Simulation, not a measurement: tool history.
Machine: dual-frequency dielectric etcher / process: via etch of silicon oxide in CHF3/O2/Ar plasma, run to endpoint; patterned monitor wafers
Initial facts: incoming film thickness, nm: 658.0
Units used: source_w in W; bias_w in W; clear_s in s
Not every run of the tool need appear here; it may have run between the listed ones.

run 1 hour=0.0 | source_w=580 bias_w=209 | clear_s=340.34
run 2 hour=8.2 | source_w=550 bias_w=196 | clear_s=356.68
run 3 hour=13.2 | source_w=520 bias_w=186 | clear_s=375.90
run 4 hour=16.8 | source_w=500 bias_w=181 | clear_s=388.84
run 5 hour=22.5 | source_w=480 bias_w=178 | clear_s=400.92
run 6 hour=29.7 | source_w=480 bias_w=148 | clear_s=434.01
run 7 hour=38.4 | source_w=380 bias_w=145 | clear_s=487.32
run 8 hour=41.0 | source_w=390 bias_w=145 | clear_s=485.59
run 9 hour=45.6 | source_w=400 bias_w=145 | clear_s=480.06

For run 10, what comes out?
run 10 hour=49.8 | source_w=410 bias_w=145 | clear_s=?

Run 10 measured clear_s 475.37 s.

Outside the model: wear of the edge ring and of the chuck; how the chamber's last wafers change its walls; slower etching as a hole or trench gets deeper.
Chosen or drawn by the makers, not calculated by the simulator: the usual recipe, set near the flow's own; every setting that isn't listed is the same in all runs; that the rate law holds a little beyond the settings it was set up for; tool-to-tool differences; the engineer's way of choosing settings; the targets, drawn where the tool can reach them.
